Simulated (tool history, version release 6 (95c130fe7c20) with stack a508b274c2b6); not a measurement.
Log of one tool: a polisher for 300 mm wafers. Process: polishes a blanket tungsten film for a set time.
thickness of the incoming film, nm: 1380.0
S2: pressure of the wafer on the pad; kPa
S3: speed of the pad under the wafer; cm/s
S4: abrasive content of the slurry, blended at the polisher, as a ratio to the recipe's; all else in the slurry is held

{"run": 1, "day": 0.0, "flow of slurry (ml/min)": 130, "S2": 33.1, "S3": 138, "S4": 1.0, "polishing time (s)": 77, "film removed (angstrom)": 5886.1}
{"run": 2, "day": 0.138, "flow of slurry (ml/min)": 125, "S2": 29.0, "S3": 124, "S4": 1.0, "polishing time (s)": 77, "film removed (angstrom)": 4710.3}
{"run": 3, "day": 0.329, "flow of slurry (ml/min)": 125, "S2": 29.0, "S3": 124, "S4": 1.1, "polishing time (s)": 77, "film removed (angstrom)": 4823.9}
{"run": 4, "day": 0.383, "flow of slurry (ml/min)": 125, "S2": 29.0, "S3": 124, "S4": 1.1, "polishing time (s)": 77, "film removed (angstrom)": 4903.8}
{"run": 5, "day": 0.496, "flow of slurry (ml/min)": 125, "S2": 29.0, "S3": 124, "S4": 0.9, "polishing time (s)": 77, "film removed (angstrom)": 4579.4}
{"run": 6, "day": 0.775, "flow of slurry (ml/min)": 120, "S2": 26.2, "S3": 112, "S4": 0.9, "polishing time (s)": 77, "film removed (angstrom)": 3755.7}
{"run": 7, "day": 0.954, "flow of slurry (ml/min)": 115, "S2": 24.1, "S3": 104, "S4": 0.9, "polishing time (s)": 77, "film removed (angstrom)": 3201.7}
{"run": 8, "day": 1.304, "flow of slurry (ml/min)": 110, "S2": 22.1, "S3": 100, "S4": 0.9, "polishing time (s)": 77, "film removed (angstrom)": 2838.6}
{"run": 9, "day": 1.433, "flow of slurry (ml/min)": 90, "S2": 15.2, "S3": 86, "S4": 0.9, "polishing time (s)": 77, "film removed (angstrom)": 1602.5}

Forecast run 10:
{"run": 10, "day": 1.608, "flow of slurry (ml/min)": 125, "S2": 15.9, "S3": 86, "S4": 0.9, "polishing time (s)": 77, "film removed (angstrom)": "?"}

film removed (angstrom): 1796.7

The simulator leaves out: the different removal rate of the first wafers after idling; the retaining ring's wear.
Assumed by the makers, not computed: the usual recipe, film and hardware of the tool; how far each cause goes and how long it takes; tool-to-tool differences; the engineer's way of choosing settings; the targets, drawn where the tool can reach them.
